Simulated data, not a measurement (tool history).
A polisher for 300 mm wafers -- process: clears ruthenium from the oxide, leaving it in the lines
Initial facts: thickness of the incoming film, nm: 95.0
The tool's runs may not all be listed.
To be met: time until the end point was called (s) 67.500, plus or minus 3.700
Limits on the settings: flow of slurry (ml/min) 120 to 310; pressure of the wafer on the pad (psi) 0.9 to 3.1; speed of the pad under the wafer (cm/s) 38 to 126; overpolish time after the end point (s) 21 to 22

run  hour  flow of slurry (ml/min)  pressure of the wafer on the pad (psi)  speed of the pad under the wafer (cm/s)  overpolish time after the end point (s)  time until the end point was called (s)
  1   0.0                      200                                     2.0                                       82                                       21                                   99.029
  2   0.7                      200                                     2.0                                       82                                       22                                   95.756
  3   3.0                      200                                     2.1                                       82                                       22                                   91.868
  4   6.1                      200                                     2.1                                       96                                       22                                   79.410
  5  13.7                      200                                     1.6                                       96                                       22                                  106.340
  6  17.8                      200                                     1.6                                       76                                       22                                  124.950
  7  26.3                      200                                     1.9                                       78                                       22                                  104.920
  8  31.9                      200                                     2.5                                       82                                       22                                   79.232
  9  34.9                      200                                     2.6                                       82                                       22                                   77.519
 10  41.0                      200                                     2.6                                       82                                       22                                   74.279
 11  43.8                      200                                     2.7                                       82                                       22                                   74.593

Exactly one of the 5 candidate moves below puts every result within its allowed miss. Which one?
  A  46.6                      190                                     2.6                                       78                                       22                                        ?
  B  46.6                      215                                     2.8                                       74                                       21                                        ?
  C  46.6                      205                                     2.1                                       98                                       22                                        ?
  D  46.6                      200                                     2.6                                       78                                       22                                        ?
  E  46.6                      190                                     2.7                                       88                                       22                                        ?

move  time until the end point was called (s)
   A                                   78.189
   B                                   75.020
   C                                   77.277
   D                                   77.632
   E                                   67.499
A: misses by more than the last run did
B: misses by more than the last run did
C: misses by more than the last run did
D: misses by more than the last run did
E: every result within its allowed miss
The right move is E.

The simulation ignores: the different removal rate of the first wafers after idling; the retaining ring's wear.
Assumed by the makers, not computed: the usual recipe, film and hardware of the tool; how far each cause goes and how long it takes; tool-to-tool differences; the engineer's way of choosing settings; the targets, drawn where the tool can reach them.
